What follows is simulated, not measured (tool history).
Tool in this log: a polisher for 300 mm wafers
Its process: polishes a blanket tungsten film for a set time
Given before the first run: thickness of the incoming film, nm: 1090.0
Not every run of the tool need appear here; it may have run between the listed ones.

run	day	flow of slurry (ml/min)	pressure of the wafer on the pad (psi)	speed of the pad under the wafer (m/s)	abrasive content of the slurry	polishing time (s)	film removed (nm)
1	0	245	3	0.86	1	32	82.821
2	0.35	245	3.3	0.86	1	32	91.248
3	0.546	245	3.6	0.88	1	32	102.58
4	0.65	300	3.6	0.88	1	32	103.82
5	0.754	300	3.8	0.9	1	32	112.07
6	1.042	300	4	0.92	1	32	120.92
7	1.392	300	4.1	0.94	1	32	125.34
8	1.721	300	4.2	0.96	1	32	130.72

Estimate the outcome of run 9 from the log above:
# day 1.929: slurry tank refilled with fresh slurry and peroxide
9	1.929	300	4.3	0.98	1	32	?

film removed (nm): 169.84
